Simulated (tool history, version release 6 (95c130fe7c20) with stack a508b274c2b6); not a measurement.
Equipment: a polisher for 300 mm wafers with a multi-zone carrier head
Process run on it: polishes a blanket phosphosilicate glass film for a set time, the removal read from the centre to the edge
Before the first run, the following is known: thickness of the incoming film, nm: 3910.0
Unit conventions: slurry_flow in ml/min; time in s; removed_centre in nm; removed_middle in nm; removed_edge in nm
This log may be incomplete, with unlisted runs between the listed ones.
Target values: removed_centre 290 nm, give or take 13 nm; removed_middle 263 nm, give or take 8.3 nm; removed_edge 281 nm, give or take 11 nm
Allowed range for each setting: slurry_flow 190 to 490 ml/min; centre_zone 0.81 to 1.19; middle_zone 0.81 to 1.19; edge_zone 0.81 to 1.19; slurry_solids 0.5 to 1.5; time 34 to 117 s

run,day,slurry_flow,centre_zone,middle_zone,edge_zone,slurry_solids,time,removed_centre,removed_middle,removed_edge
1,0,315,1,1,1,1,75,494.84,488.19,487.8
2,0.246,315,1,1.07,1,1,75,510.66,522.49,489.74
3,0.296,315,1,1.02,0.97,0.85,70,443.58,434.79,425.61
4,0.588,315,1,0.96,0.97,0.85,70,431.63,413.24,413.78
5,0.742,310,0.99,0.92,0.96,0.75,67,391.27,357.18,381.18
6,0.912,310,0.99,0.92,0.96,0.75,85,495.03,458.21,477.22
7,1.117,310,0.99,0.92,0.96,0.75,85,512.38,465.35,483.71
8,1.2,310,0.98,0.9,0.93,0.7,78,433.25,396.53,416.77
9,1.45,310,0.97,0.88,0.9,0.65,74,406.36,355.45,373.61
10,1.571,305,0.93,0.87,0.88,0.6,71,351.73,327.75,345.79
11,1.838,305,0.92,0.86,0.86,0.55,69,323.43,302.96,326.54
12,2.075,305,0.92,0.86,0.85,0.55,67,309.06,294.23,303.87
13,2.396,305,0.92,0.86,0.85,0.55,67,312.59,291.48,307.45
14,2.546,300,0.92,0.85,0.84,0.55,67,316.36,292.1,309.17
15,2.625,300,0.92,0.84,0.83,0.55,66,301.08,280.59,297.18
16,2.788,295,0.92,0.83,0.82,0.55,66,306.74,277.33,294.62

Which one of the following 5 next-run settings gets every result inside its allowed miss? There is exactly one.
A,2.95,300,0.85,0.94,0.86,0.7,59,?,?,?
B,2.95,330,0.91,0.83,0.82,0.5,65,?,?,?
C,2.95,295,0.94,0.81,0.83,0.55,66,?,?,?
D,2.95,250,0.84,0.81,0.88,0.55,69,?,?,?
E,2.95,190,0.98,0.83,0.85,0.75,59,?,?,?

move,removed_centre,removed_middle,removed_edge
A,300.26,313.49,302.8
B,298.52,265.17,277.94
C,324.18,274.77,296.09
D,302.93,283.3,314.36
E,334.14,279.87,301.84
A: misses by more than the last run did
B: each result inside its tolerance
C: misses by more than the last run did
D: misses by more than the last run did
E: misses by more than the last run did
Go with B: it meets all targets.
